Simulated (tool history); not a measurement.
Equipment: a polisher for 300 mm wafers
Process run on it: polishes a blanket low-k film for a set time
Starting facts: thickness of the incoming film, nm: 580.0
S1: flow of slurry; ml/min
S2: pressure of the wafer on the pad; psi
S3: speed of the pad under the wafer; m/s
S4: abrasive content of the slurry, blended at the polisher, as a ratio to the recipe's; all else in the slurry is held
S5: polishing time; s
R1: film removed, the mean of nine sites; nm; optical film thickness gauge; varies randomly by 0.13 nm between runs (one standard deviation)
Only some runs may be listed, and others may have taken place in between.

Run 1, day 0.000: S1 125 ml/min, S2 2.3 psi, S3 0.96 m/s, S4 1.0, S5 52 s. Result: R1 21.342 nm.
Run 2, day 0.167: S1 125 ml/min, S2 2.2 psi, S3 0.96 m/s, S4 1.0, S5 52 s. Result: R1 20.046 nm.
Run 3, day 0.496: S1 125 ml/min, S2 2.1 psi, S3 0.96 m/s, S4 1.0, S5 52 s. Result: R1 19.261 nm.
Run 4, day 0.862: S1 125 ml/min, S2 2.1 psi, S3 0.96 m/s, S4 0.8, S5 52 s. Result: R1 17.071 nm.
Run 5, day 1.125: S1 125 ml/min, S2 2.0 psi, S3 0.96 m/s, S4 0.8, S5 52 s. Result: R1 16.298 nm.
Run 6, day 1.346: S1 125 ml/min, S2 2.0 psi, S3 1.14 m/s, S4 0.8, S5 52 s. Result: R1 17.761 nm.

Run 7 has not been measured yet. What should we expect?
Run 7, day 1.475: S1 125 ml/min, S2 1.9 psi, S3 1.14 m/s, S4 0.8, S5 52 s. Result: R1 ?.

Run 7 yielded R1 17.075 nm.
